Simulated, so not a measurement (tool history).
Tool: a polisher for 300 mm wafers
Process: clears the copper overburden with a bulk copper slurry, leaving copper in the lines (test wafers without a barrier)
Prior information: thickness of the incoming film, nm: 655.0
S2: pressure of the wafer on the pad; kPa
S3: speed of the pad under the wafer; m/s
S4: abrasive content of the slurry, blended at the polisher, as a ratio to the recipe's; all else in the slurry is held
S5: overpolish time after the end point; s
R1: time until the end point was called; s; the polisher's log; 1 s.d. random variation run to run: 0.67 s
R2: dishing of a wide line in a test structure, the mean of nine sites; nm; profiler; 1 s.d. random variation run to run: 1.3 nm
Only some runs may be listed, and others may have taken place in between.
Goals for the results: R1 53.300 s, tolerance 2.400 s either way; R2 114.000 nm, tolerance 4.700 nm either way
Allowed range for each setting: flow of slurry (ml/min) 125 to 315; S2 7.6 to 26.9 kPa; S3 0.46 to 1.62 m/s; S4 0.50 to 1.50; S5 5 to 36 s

run 1 hour=0.0 | flow_of_slurry_(ml/min)=205 S2=17.2 S3=1.04 S4=1.00 S5=18 | R1=76.584 R2=74.575
run 2 hour=4.0 | flow_of_slurry_(ml/min)=175 S2=17.2 S3=1.04 S4=1.00 S5=18 | R1=77.798 R2=74.080
run 3 hour=12.1 | flow_of_slurry_(ml/min)=175 S2=17.2 S3=1.22 S4=1.00 S5=18 | R1=68.994 R2=81.037
run 4 hour=19.1 | flow_of_slurry_(ml/min)=175 S2=17.9 S3=1.22 S4=1.00 S5=19 | R1=66.388 R2=82.157
run 5 hour=22.1 | flow_of_slurry_(ml/min)=175 S2=18.6 S3=1.22 S4=1.00 S5=20 | R1=64.933 R2=89.176
run 6 hour=28.2 | flow_of_slurry_(ml/min)=175 S2=18.6 S3=1.22 S4=0.90 S5=20 | R1=63.995 R2=89.308
run 7 hour=35.4 | flow_of_slurry_(ml/min)=175 S2=18.6 S3=1.22 S4=0.90 S5=20 | R1=66.040 R2=86.553
run 8 hour=43.3 | flow_of_slurry_(ml/min)=175 S2=18.6 S3=1.22 S4=0.90 S5=20 | R1=64.697 R2=86.678
run 9 hour=49.7 | flow_of_slurry_(ml/min)=175 S2=19.3 S3=1.22 S4=0.90 S5=21 | R1=61.980 R2=92.215
-- hour=53.3 slurry nozzle cleaned
run 10 hour=53.3 | flow_of_slurry_(ml/min)=175 S2=20.0 S3=1.22 S4=0.90 S5=22 | R1=56.578 R2=98.116
run 11 hour=59.0 | flow_of_slurry_(ml/min)=175 S2=20.0 S3=1.22 S4=0.90 S5=23 | R1=56.331 R2=99.949
run 12 hour=62.7 | flow_of_slurry_(ml/min)=175 S2=20.0 S3=1.22 S4=0.90 S5=24 | R1=56.390 R2=103.140
run 13 hour=63.4 | flow_of_slurry_(ml/min)=175 S2=20.0 S3=1.22 S4=0.90 S5=26 | R1=56.561 R2=104.120

Below are 4 possible settings for the next run. Only one of them brings all results inside the allowed miss of their targets. Which is it?
run A hour=64.1 | flow_of_slurry_(ml/min)=160 S2=19.3 S3=1.28 S4=0.85 S5=26 | R1=? R2=?
run B hour=64.1 | flow_of_slurry_(ml/min)=200 S2=21.4 S3=1.12 S4=0.90 S5=21 | R1=? R2=?
run C hour=64.1 | flow_of_slurry_(ml/min)=170 S2=22.8 S3=1.16 S4=0.80 S5=27 | R1=? R2=?
run D hour=64.1 | flow_of_slurry_(ml/min)=160 S2=20.0 S3=1.38 S4=0.70 S5=19 | R1=? R2=?

move=A R1=57.792 R2=104.660
move=B R1=56.519 R2=98.807
move=C R1=53.450 R2=113.450
move=D R1=53.520 R2=95.451
A: nearer than the last run, and not there yet
B: misses by more than the last run did
C: in spec on every target
D: misses by more than the last run did
C is the move that brings every result within its allowed miss.
